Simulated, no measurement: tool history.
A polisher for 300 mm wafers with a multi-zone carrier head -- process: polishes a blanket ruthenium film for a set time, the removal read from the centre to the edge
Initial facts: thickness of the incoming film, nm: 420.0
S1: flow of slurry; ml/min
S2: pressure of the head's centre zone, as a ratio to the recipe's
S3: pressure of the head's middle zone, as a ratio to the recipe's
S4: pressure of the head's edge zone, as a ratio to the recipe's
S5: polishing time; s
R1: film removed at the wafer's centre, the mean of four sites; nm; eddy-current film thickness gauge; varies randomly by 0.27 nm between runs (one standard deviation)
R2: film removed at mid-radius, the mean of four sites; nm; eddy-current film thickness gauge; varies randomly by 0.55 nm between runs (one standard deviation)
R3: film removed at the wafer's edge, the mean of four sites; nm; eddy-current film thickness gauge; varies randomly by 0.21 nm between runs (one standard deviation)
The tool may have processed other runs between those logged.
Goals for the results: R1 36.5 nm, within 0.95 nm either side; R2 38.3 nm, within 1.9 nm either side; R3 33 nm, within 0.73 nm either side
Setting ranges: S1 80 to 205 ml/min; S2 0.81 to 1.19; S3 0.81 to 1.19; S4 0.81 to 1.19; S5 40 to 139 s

run	hour	S1	S2	S3	S4	S5	R1	R2	R3
1	0	135	1	1	1	89	67.724	66.243	68.021
2	6.3	135	1.03	1	1	89	70.44	67.934	68.279
3	9.2	135	1.07	1	1	89	72.309	68.092	68.922
4	13.9	135	1.11	1	1	89	74.622	67.179	69.193
5	16.5	120	1.09	1.02	0.95	77	61.88	59.075	56.806
6	20.6	115	1.07	1.02	0.92	68	53.04	50.614	48.525
7	21.8	115	1.05	1.03	0.89	62	47.372	46.863	43.866
8	25.7	115	1.05	1.04	0.87	58	44.329	43.706	39.986
9	29	120	1.03	1.05	0.86	55	41.699	43.739	39.061
10	33.5	110	1.03	1.06	0.85	53	38.726	41.041	36.658
11	42.3	105	1.04	1.07	0.84	52	38.127	39.704	35.38
12	43	100	1.05	1.08	0.83	52	37.731	39.319	34.419
13	47.8	95	1.05	1.09	0.83	52	37.157	38.776	34.251
14	54.8	95	1.05	1.1	0.82	52	36.485	39.244	33.971
15	57.6	95	1.06	1.1	0.82	52	37.161	38.889	33.838
16	61	85	1.07	1.11	0.81	51	35.432	36.682	32.462

Below are 4 possible settings for the next run. Only one of them brings all results inside the allowed miss of their targets. Which is it?
A	64.4	95	1.07	1.11	0.83	50	?	?	?
B	64.4	80	1.12	1.05	0.83	51	?	?	?
C	64.4	90	1	1.19	0.82	51	?	?	?
D	64.4	85	1.07	1.14	0.81	50	?	?	?

move	R1	R2	R3
A	36.692	37.891	33.124
B	36.208	34.444	32.361
C	34.189	40.253	33.137
D	34.951	37.176	31.868
A: every result within its allowed miss
B: the furthest-off result lands on target, but another misses its tolerance
C: its largest miss is bigger than the last run's
D: its largest miss is bigger than the last run's
Move A is the one to make.
